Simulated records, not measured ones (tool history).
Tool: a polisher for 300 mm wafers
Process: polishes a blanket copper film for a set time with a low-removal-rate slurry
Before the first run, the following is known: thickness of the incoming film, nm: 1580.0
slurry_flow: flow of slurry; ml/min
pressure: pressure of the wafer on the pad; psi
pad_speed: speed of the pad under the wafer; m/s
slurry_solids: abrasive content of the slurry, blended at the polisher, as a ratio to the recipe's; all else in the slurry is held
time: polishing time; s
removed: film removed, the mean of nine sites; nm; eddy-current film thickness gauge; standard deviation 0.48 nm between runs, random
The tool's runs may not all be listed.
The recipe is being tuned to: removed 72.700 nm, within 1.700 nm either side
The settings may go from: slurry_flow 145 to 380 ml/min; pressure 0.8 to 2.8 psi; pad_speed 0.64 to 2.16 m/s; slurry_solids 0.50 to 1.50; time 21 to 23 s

{"run": 1, "hour": 0.0, "slurry_flow": 245, "pressure": 1.8, "pad_speed": 1.4, "slurry_solids": 1.0, "time": 23, "removed": 56.992}
{"run": 2, "hour": 4.1, "slurry_flow": 250, "pressure": 1.9, "pad_speed": 1.4, "slurry_solids": 1.0, "time": 23, "removed": 59.63}
{"run": 3, "hour": 10.6, "slurry_flow": 250, "pressure": 2.0, "pad_speed": 1.4, "slurry_solids": 1.0, "time": 23, "removed": 62.088}
{"run": 4, "hour": 11.7, "slurry_flow": 255, "pressure": 2.2, "pad_speed": 1.4, "slurry_solids": 1.0, "time": 23, "removed": 68.355}
{"run": 5, "hour": 15.6, "slurry_flow": 255, "pressure": 1.9, "pad_speed": 1.4, "slurry_solids": 1.0, "time": 23, "removed": 59.695}
{"run": 6, "hour": 19.1, "slurry_flow": 255, "pressure": 2.0, "pad_speed": 1.4, "slurry_solids": 1.0, "time": 23, "removed": 62.223}
{"run": 7, "hour": 24.9, "slurry_flow": 255, "pressure": 2.2, "pad_speed": 1.4, "slurry_solids": 1.0, "time": 23, "removed": 68.292}
{"run": 8, "hour": 33.3, "slurry_flow": 260, "pressure": 2.3, "pad_speed": 1.4, "slurry_solids": 1.0, "time": 23, "removed": 70.264}

Exactly one of the 5 candidate moves below puts every result within its allowed miss. Which one?
{"run": "A", "hour": 41.7, "slurry_flow": 280, "pressure": 2.2, "pad_speed": 1.4, "slurry_solids": 1.0, "time": 23, "removed": "?"}
{"run": "B", "hour": 41.7, "slurry_flow": 270, "pressure": 2.2, "pad_speed": 1.48, "slurry_solids": 0.95, "time": 22, "removed": "?"}
{"run": "C", "hour": 41.7, "slurry_flow": 185, "pressure": 2.2, "pad_speed": 1.56, "slurry_solids": 0.75, "time": 23, "removed": "?"}
{"run": "D", "hour": 41.7, "slurry_flow": 270, "pressure": 2.5, "pad_speed": 1.48, "slurry_solids": 0.65, "time": 23, "removed": "?"}
{"run": "E", "hour": 41.7, "slurry_flow": 325, "pressure": 2.2, "pad_speed": 1.36, "slurry_solids": 1.0, "time": 23, "removed": "?"}

move=A removed=68.159
move=B removed=67.644
move=C removed=66.518
move=D removed=71.618
move=E removed=67.203
A: misses by more than the last run did
B: misses by more than the last run did
C: misses by more than the last run did
D: every result within its allowed miss
E: misses by more than the last run did
Go with D: it meets all targets.
